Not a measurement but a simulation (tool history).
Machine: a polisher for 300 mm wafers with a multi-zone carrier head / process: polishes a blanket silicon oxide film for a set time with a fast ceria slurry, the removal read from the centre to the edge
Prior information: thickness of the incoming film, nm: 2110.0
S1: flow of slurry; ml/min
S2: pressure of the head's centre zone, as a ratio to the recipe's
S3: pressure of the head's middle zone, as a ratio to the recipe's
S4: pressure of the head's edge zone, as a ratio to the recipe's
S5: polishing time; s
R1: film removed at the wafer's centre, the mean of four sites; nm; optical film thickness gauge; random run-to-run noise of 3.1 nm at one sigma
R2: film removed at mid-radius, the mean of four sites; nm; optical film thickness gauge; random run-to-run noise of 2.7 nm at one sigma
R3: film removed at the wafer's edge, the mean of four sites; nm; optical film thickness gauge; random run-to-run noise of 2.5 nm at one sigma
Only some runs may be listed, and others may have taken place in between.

run	hour	S1	S2	S3	S4	S5	R1	R2	R3
1	0	280	1	1	1	45	462.62	475.24	500.51
2	8.6	270	0.98	0.96	0.99	44	442.07	441.69	485.44
3	17.3	260	0.96	0.93	0.97	43	415.18	421.56	466.85
4	24.6	250	0.95	0.91	0.97	42	404.88	397.66	453.41
5	32	240	0.93	0.89	0.96	42	385.88	391.82	446.08
6	37.9	235	0.93	0.87	0.96	41	372.61	376.25	432.43
7	44.5	230	0.93	0.86	0.97	41	373.34	372.03	434.04
8	48.7	225	0.93	0.85	0.98	41	374.23	360.94	437.28

What does the tool deliver on the next run?
# hour 49.8: slurry nozzle cleaned
9	49.8	220	0.93	0.84	0.98	41	?	?	?

Run 9 came out at R1 409.95 nm, R2 383.59 nm, R3 463.36 nm.

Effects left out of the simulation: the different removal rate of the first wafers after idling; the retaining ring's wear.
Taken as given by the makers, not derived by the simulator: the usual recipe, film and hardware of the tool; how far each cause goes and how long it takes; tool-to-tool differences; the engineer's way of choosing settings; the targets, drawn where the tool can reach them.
